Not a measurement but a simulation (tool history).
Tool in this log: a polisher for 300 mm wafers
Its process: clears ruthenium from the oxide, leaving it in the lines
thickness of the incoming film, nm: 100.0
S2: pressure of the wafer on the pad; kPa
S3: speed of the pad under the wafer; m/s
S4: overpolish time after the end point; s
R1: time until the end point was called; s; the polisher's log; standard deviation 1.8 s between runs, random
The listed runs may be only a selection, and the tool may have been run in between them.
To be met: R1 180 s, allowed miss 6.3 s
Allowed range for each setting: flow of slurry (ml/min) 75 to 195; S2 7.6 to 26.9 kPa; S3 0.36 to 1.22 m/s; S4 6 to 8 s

run 1 hour=0 | flow_of_slurry_(ml/min)=125 S2=17.2 S3=0.78 S4=8 | R1=107.5
run 2 hour=3.6 | flow_of_slurry_(ml/min)=120 S2=15.2 S3=0.78 S4=8 | R1=122.77
run 3 hour=11.1 | flow_of_slurry_(ml/min)=115 S2=13.8 S3=0.78 S4=8 | R1=135.48
run 4 hour=13.4 | flow_of_slurry_(ml/min)=85 S2=13.8 S3=0.78 S4=8 | R1=142.66
run 5 hour=22.3 | flow_of_slurry_(ml/min)=85 S2=9.7 S3=0.78 S4=8 | R1=204.2
run 6 hour=30.6 | flow_of_slurry_(ml/min)=85 S2=7.6 S3=0.78 S4=8 | R1=257.02
run 7 hour=36.2 | flow_of_slurry_(ml/min)=90 S2=9 S3=0.78 S4=8 | R1=215.53
run 8 hour=43 | flow_of_slurry_(ml/min)=100 S2=9.7 S3=0.78 S4=8 | R1=195.46

Consider the 4 candidate settings below. Which is the only one whose results all fall within their allowed miss of target?
run A hour=49.8 | flow_of_slurry_(ml/min)=130 S2=10.3 S3=0.76 S4=8 | R1=?
run B hour=49.8 | flow_of_slurry_(ml/min)=115 S2=9 S3=0.8 S4=8 | R1=?
run C hour=49.8 | flow_of_slurry_(ml/min)=110 S2=8.3 S3=0.86 S4=6 | R1=?
run D hour=49.8 | flow_of_slurry_(ml/min)=80 S2=14.5 S3=0.54 S4=7 | R1=?

move=A R1=178.99
move=B R1=200.29
move=C R1=203.34
move=D R1=201.85
A: all results land within tolerance of their targets
B: further off than the last run
C: further off than the last run
D: further off than the last run
Answer: A

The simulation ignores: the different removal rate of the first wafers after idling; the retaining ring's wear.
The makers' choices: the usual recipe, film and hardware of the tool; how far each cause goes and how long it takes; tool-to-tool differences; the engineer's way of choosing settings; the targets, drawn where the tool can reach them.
